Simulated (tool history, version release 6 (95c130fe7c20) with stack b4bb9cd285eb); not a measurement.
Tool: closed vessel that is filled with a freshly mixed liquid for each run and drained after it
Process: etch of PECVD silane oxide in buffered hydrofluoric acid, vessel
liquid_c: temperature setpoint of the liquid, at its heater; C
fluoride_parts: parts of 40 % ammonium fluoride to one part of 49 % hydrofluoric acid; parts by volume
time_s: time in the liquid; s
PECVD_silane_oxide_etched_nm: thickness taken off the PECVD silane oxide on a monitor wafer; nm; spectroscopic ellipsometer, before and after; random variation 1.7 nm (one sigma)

run    day  liquid_c  fluoride_parts  time_s  PECVD_silane_oxide_etched_nm
  1      0        21               8     105                        529.75
  2  0.254      17.5               8     105                        431.41
  3  0.388      17.5               9     105                        381.43
  4  0.475      17.5               9     105                        379.01
  5  0.654      17.5               9     110                        397.48
  6  0.788      19.5               9     110                        445.76
  7    1.1        19             9.5     110                        423.59

The next listed run, before its measurement:
  8  1.212      18.5              10     110                             ?

Run 8 gave PECVD_silane_oxide_etched_nm 393.3 nm.
